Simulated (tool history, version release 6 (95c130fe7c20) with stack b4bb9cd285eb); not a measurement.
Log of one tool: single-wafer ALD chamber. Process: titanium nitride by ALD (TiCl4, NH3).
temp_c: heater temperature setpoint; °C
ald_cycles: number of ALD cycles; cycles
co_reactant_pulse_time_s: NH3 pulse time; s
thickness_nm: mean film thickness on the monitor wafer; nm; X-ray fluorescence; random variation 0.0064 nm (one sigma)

run  hour  temp_c  ald_cycles  co_reactant_pulse_time_s  thickness_nm
  1   0.0     375          57                      3.20        1.3599
  2   8.6     371          56                      2.68        1.3292
  3  15.2     371          56                      2.10        1.3038
  4  17.2     362          56                      2.10        1.2821
  5  18.7     362          56                      2.82        1.3070
  6  26.0     362          56                      3.15        1.3075
  7  29.1     360          55                      3.05        1.2845

Forecast run 8:
  8  32.8     360          55                      3.05             ?

Run 8 gave thickness_nm 1.2869 nm.
